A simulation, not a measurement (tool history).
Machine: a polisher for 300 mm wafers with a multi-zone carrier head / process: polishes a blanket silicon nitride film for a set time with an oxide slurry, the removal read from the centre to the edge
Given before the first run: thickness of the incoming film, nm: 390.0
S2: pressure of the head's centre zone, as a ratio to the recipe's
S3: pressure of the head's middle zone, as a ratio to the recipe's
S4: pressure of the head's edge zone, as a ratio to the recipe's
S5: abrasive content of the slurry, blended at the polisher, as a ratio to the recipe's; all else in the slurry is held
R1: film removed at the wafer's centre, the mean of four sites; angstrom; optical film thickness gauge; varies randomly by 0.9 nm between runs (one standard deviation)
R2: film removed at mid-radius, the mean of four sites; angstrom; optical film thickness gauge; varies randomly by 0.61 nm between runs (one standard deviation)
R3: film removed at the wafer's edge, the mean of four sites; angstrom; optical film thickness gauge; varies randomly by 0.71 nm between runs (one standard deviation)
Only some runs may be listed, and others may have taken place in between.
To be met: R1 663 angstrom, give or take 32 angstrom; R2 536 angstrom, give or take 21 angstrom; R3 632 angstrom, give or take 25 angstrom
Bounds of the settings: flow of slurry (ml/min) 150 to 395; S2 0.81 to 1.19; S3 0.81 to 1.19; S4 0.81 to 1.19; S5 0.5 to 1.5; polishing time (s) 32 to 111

run 1 hour=0 | flow_of_slurry_(ml/min)=250 S2=1 S3=1 S4=1 S5=1 polishing_time_(s)=71 | R1=662.31 R2=657.9 R3=641.65
run 2 hour=3.3 | flow_of_slurry_(ml/min)=245 S2=1.01 S3=0.96 S4=1 S5=1 polishing_time_(s)=71 | R1=637.19 R2=625.2 R3=643.34
run 3 hour=11.9 | flow_of_slurry_(ml/min)=245 S2=1.01 S3=0.96 S4=1 S5=1 polishing_time_(s)=57 | R1=537.9 R2=499.65 R3=516.36
run 4 hour=13.1 | flow_of_slurry_(ml/min)=250 S2=1.03 S3=0.95 S4=1.03 S5=1.05 polishing_time_(s)=57 | R1=552.43 R2=522.82 R3=543.91
run 5 hour=17.4 | flow_of_slurry_(ml/min)=250 S2=0.98 S3=0.95 S4=1.03 S5=1.05 polishing_time_(s)=57 | R1=547.22 R2=528.59 R3=546.93
run 6 hour=24.7 | flow_of_slurry_(ml/min)=250 S2=0.98 S3=0.95 S4=1.03 S5=1.2 polishing_time_(s)=57 | R1=566.91 R2=563.22 R3=584.62
run 7 hour=29.5 | flow_of_slurry_(ml/min)=255 S2=1.02 S3=0.93 S4=1.04 S5=1.2 polishing_time_(s)=57 | R1=589.35 R2=557.09 R3=597.92
run 8 hour=31.2 | flow_of_slurry_(ml/min)=260 S2=1.05 S3=0.92 S4=1.04 S5=1.2 polishing_time_(s)=57 | R1=616.82 R2=557.51 R3=609.03
run 9 hour=40.1 | flow_of_slurry_(ml/min)=270 S2=1.11 S3=0.85 S4=1.07 S5=1.2 polishing_time_(s)=57 | R1=646.77 R2=535.43 R3=615.79

Which single option among these 4 for the next run brings every result within its allowed miss of target? Just one does.
run A hour=49 | flow_of_slurry_(ml/min)=270 S2=1.04 S3=0.93 S4=1.07 S5=1.35 polishing_time_(s)=53 | R1=? R2=? R3=?
run B hour=49 | flow_of_slurry_(ml/min)=265 S2=1.11 S3=0.98 S4=1.04 S5=1.3 polishing_time_(s)=53 | R1=? R2=? R3=?
run C hour=49 | flow_of_slurry_(ml/min)=265 S2=1.1 S3=0.82 S4=1.07 S5=1.2 polishing_time_(s)=60 | R1=? R2=? R3=?
run D hour=49 | flow_of_slurry_(ml/min)=340 S2=1.18 S3=0.9 S4=0.99 S5=1.15 polishing_time_(s)=56 | R1=? R2=? R3=?

move=A R1=601.14 R2=553.41 R3=595.99
move=B R1=620.53 R2=562.97 R3=576.19
move=C R1=669.9 R2=541.44 R3=637.16
move=D R1=665.78 R2=540.51 R3=570.61
A: further off than the last run
B: further off than the last run
C: hits every target within its allowed miss
D: further off than the last run
Correct choice: C, which meets every target

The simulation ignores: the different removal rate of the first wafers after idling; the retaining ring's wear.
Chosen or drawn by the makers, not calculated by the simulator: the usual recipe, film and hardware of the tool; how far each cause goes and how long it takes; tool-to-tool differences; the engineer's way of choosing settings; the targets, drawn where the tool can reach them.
